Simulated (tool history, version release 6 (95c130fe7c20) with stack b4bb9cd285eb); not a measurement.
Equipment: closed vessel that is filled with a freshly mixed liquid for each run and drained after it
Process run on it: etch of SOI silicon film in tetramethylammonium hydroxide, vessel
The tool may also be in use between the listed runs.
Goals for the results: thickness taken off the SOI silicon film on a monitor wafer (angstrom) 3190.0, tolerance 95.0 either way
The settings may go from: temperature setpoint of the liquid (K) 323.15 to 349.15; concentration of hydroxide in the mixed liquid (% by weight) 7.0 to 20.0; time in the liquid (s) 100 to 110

run,day,temperature setpoint of the liquid (K),concentration of hydroxide in the mixed liquid (% by weight),time in the liquid (s),thickness taken off the SOI silicon film on a monitor wafer (angstrom)
1,0.000,336.15,13.5,100,4304.2
2,0.212,333.65,13.5,100,3721.4
3,0.304,333.65,16.0,100,3436.4
4,0.512,333.15,16.0,100,3287.4
5,0.817,328.65,16.0,100,2509.1
6,0.871,329.15,16.0,100,2603.2
7,1.121,329.65,16.0,100,2680.9
8,1.296,333.15,16.0,100,3375.2

Consider the 4 candidate settings below. Which is the only one whose results all fall within their allowed miss of target?
A,1.471,331.65,14.5,110,?
B,1.471,333.65,14.5,100,?
C,1.471,332.65,19.0,105,?
D,1.471,332.15,14.0,105,?

move,thickness taken off the SOI silicon film on a monitor wafer (angstrom)
A,3527.2
B,3635.8
C,3223.4
D,3539.2
A: moves away from the targets compared with the last run
B: moves away from the targets compared with the last run
C: meets every target
D: moves away from the targets compared with the last run
C is the move that brings every result within its allowed miss.
